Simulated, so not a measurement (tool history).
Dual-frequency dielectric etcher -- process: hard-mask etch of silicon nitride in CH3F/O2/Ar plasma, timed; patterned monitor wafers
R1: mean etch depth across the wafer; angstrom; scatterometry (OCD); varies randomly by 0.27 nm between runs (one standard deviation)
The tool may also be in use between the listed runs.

{"run": 1, "hour": 0.0, "source power (kW)": 0.39, "bias power (kW)": 0.096, "etch time (s)": 80.5, "R1": 576.23}
{"run": 2, "hour": 5.0, "source power (kW)": 0.39, "bias power (kW)": 0.096, "etch time (s)": 74.0, "R1": 529.66}
{"run": 3, "hour": 6.9, "source power (kW)": 0.36, "bias power (kW)": 0.094, "etch time (s)": 74.0, "R1": 503.77}
{"run": 4, "hour": 8.0, "source power (kW)": 0.35, "bias power (kW)": 0.094, "etch time (s)": 74.0, "R1": 492.77}
{"run": 5, "hour": 14.0, "source power (kW)": 0.35, "bias power (kW)": 0.094, "etch time (s)": 80.5, "R1": 535.24}
{"run": 6, "hour": 21.3, "source power (kW)": 0.33, "bias power (kW)": 0.093, "etch time (s)": 80.5, "R1": 517.44}
{"run": 7, "hour": 29.5, "source power (kW)": 0.31, "bias power (kW)": 0.092, "etch time (s)": 80.5, "R1": 494.17}
{"run": 8, "hour": 32.7, "source power (kW)": 0.3, "bias power (kW)": 0.092, "etch time (s)": 80.5, "R1": 483.85}

What does the tool deliver on the next run?
{"run": 9, "hour": 41.6, "source power (kW)": 0.29, "bias power (kW)": 0.092, "etch time (s)": 80.5, "R1": "?"}

Run 9 came out at R1 470.78 angstrom.
